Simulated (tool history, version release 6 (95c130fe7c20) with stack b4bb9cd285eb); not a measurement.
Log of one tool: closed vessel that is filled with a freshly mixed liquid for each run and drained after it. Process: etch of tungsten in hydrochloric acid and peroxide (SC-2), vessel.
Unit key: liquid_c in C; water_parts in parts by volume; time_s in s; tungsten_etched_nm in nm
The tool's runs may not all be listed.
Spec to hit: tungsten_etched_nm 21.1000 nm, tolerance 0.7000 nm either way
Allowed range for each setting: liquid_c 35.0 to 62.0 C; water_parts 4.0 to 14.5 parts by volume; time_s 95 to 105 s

run	hour	liquid_c	water_parts	time_s	tungsten_etched_nm
1	0.0	46.0	8.0	95	9.4117
2	6.9	48.0	8.0	95	10.9210
3	15.0	49.5	8.0	95	12.0140
4	17.3	51.0	8.0	95	13.4870
5	20.7	51.0	9.0	95	12.0320
6	28.9	56.5	9.0	95	17.1920
7	35.7	56.5	9.0	95	17.3830
8	41.2	57.0	9.0	95	17.8630
9	43.1	57.5	9.0	95	18.3980
10	48.2	58.0	9.0	95	19.1930

5 next moves are on the table. One of them brings every result within its allowed miss. Which?
A	53.3	60.0	10.0	100	?
B	53.3	59.5	12.0	95	?
C	53.3	58.5	9.0	95	?
D	53.3	59.5	9.0	105	?
E	53.3	58.0	10.5	100	?

move	tungsten_etched_nm
A	21.1290
B	16.6730
C	19.9230
D	23.4540
E	17.8790
A: in spec on every target
B: further off than the last run
C: better than the last run, though not everything is in spec
D: carries the result that was furthest off beyond its target, to the other side
E: further off than the last run
Go with A: it meets all targets.
